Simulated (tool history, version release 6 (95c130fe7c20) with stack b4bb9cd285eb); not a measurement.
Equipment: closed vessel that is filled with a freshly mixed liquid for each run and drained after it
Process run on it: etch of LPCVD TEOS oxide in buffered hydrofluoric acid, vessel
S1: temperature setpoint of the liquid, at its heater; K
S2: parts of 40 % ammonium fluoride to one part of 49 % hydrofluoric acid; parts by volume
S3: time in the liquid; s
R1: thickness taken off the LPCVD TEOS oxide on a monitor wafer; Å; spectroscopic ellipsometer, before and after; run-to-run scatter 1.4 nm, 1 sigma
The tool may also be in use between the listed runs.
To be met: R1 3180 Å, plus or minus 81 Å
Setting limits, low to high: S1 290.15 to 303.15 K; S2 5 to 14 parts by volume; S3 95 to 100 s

Run 1, hour 0: S1 295.15 K, S2 8.5 parts by volume, S3 95 s. Result: R1 5209.1 Å.
Run 2, hour 1.5: S1 297.65 K, S2 8.5 parts by volume, S3 95 s. Result: R1 6060.2 Å.
Run 3, hour 6.7: S1 296.15 K, S2 9 parts by volume, S3 95 s. Result: R1 5237.4 Å.
Run 4, hour 15.6: S1 296.15 K, S2 9 parts by volume, S3 100 s. Result: R1 5464.4 Å.
Run 5, hour 20.7: S1 296.15 K, S2 7.5 parts by volume, S3 100 s. Result: R1 6702.3 Å.
Run 6, hour 29: S1 294.15 K, S2 7.5 parts by volume, S3 100 s. Result: R1 5996.6 Å.
Run 7, hour 33.8: S1 293.15 K, S2 8 parts by volume, S3 100 s. Result: R1 5233.2 Å.
Run 8, hour 39.7: S1 292.65 K, S2 8.5 parts by volume, S3 100 s. Result: R1 4795.6 Å.
Run 9, hour 41.7: S1 292.15 K, S2 9 parts by volume, S3 100 s. Result: R1 4376.2 Å.
Run 10, hour 49.9: S1 292.15 K, S2 9 parts by volume, S3 100 s. Result: R1 4390 Å.
Run 11, hour 52.3: S1 291.65 K, S2 9.5 parts by volume, S3 100 s. Result: R1 4126.7 Å.
Run 12, hour 61.3: S1 291.15 K, S2 10 parts by volume, S3 100 s. Result: R1 3875.9 Å.
Run 13, hour 67.8: S1 291.15 K, S2 10.5 parts by volume, S3 100 s. Result: R1 3704.3 Å.
Run 14, hour 75.1: S1 290.65 K, S2 11 parts by volume, S3 100 s. Result: R1 3426.1 Å.

Which single option among these 4 for the next run brings every result within its allowed miss of target? Just one does.
Run A, hour 82.4: S1 290.15 K, S2 10.5 parts by volume, S3 95 s. Result: R1 ?.
Run B, hour 82.4: S1 291.15 K, S2 11 parts by volume, S3 100 s. Result: R1 ?.
Run C, hour 82.4: S1 290.15 K, S2 11.5 parts by volume, S3 100 s. Result: R1 ?.
Run D, hour 82.4: S1 290.15 K, S2 11 parts by volume, S3 100 s. Result: R1 ?.

move      R1
   A  3337.8
   B  3554.3
   C  3214.9
   D  3357.5
A: moves toward the targets from the last run without getting all of them in spec
B: moves away from the targets compared with the last run
C: hits every target within its allowed miss
D: moves toward the targets from the last run without getting all of them in spec
The move that meets every target is C.
